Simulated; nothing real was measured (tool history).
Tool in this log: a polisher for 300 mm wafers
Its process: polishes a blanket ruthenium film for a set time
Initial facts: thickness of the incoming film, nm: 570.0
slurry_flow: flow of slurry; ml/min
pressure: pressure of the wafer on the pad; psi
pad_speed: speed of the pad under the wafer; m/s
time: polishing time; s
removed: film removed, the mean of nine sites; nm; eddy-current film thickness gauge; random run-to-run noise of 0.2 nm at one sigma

| run | hour | slurry_flow | pressure | pad_speed | time | removed |
|---|---|---|---|---|---|---|
| 1 | 0 | 300 | 2.6 | 1.24 | 22 | 46.717 |
| 2 | 7.5 | 370 | 2.6 | 1.24 | 22 | 47.594 |
| 3 | 9.8 | 315 | 2.6 | 1.24 | 22 | 46.978 |
| 4 | 14.8 | 315 | 2.6 | 1.02 | 22 | 39.996 |
| 5 | 23.1 | 315 | 2.6 | 1.02 | 22 | 40.509 |
| 6 | 28.1 | 315 | 2.6 | 1.02 | 19 | 34.955 |
| 7 | 34.1 | 310 | 2.5 | 1.02 | 19 | 33.88 |

Expected results for the next run?
| 8 | 38 | 305 | 2.5 | 1.02 | 19 | ? |

{"run 8": {"removed": 34.064}}

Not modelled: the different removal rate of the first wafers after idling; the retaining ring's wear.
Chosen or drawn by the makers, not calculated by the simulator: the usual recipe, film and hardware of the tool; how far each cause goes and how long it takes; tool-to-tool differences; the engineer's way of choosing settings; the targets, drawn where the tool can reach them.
